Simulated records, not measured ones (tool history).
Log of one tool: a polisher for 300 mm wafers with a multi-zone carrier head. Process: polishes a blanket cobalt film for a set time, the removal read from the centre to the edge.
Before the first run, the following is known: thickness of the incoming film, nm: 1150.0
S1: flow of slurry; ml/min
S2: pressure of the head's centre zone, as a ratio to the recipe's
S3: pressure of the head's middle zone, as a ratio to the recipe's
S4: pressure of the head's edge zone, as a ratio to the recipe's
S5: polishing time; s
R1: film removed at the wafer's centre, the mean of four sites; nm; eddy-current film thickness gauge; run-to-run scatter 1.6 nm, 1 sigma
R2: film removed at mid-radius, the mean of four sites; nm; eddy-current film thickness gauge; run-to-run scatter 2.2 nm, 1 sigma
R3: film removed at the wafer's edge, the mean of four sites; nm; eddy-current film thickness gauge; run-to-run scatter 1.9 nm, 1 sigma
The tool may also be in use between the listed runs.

{"run": 1, "hour": 0.0, "S1": 215, "S2": 1, "S3": 1, "S4": 1, "S5": 73, "R1": 267.53, "R2": 258.71, "R3": 253.96}
{"run": 2, "hour": 8.8, "S1": 200, "S2": 0.97, "S3": 0.96, "S4": 1.01, "S5": 73, "R1": 257.58, "R2": 252.82, "R3": 255.44}
{"run": 3, "hour": 13.1, "S1": 200, "S2": 1.05, "S3": 0.96, "S4": 1.01, "S5": 73, "R1": 274.43, "R2": 255.2, "R3": 257.61}
{"run": 4, "hour": 19.1, "S1": 195, "S2": 1.02, "S3": 0.92, "S4": 1.03, "S5": 72, "R1": 266.01, "R2": 235.42, "R3": 250.98}
{"run": 5, "hour": 22.7, "S1": 185, "S2": 0.98, "S3": 0.91, "S4": 1.05, "S5": 72, "R1": 250.51, "R2": 233.3, "R3": 252}
{"run": 6, "hour": 27.9, "S1": 185, "S2": 0.98, "S3": 0.91, "S4": 1.05, "S5": 91, "R1": 313.75, "R2": 293.63, "R3": 321.62}
{"run": 7, "hour": 31.2, "S1": 180, "S2": 0.95, "S3": 0.89, "S4": 1.05, "S5": 86, "R1": 287.39, "R2": 272.06, "R3": 298.6}
{"run": 8, "hour": 32.7, "S1": 175, "S2": 0.93, "S3": 0.87, "S4": 1.06, "S5": 83, "R1": 271.61, "R2": 256.78, "R3": 288.56}

Run 9 comes next. What will it give?
{"run": 9, "hour": 41.3, "S1": 145, "S2": 0.86, "S3": 0.81, "S4": 1.02, "S5": 72, "R1": "?", "R2": "?", "R3": "?"}

{"run 9": {"R1": 205.72, "R2": 203.85, "R3": 240.57}}
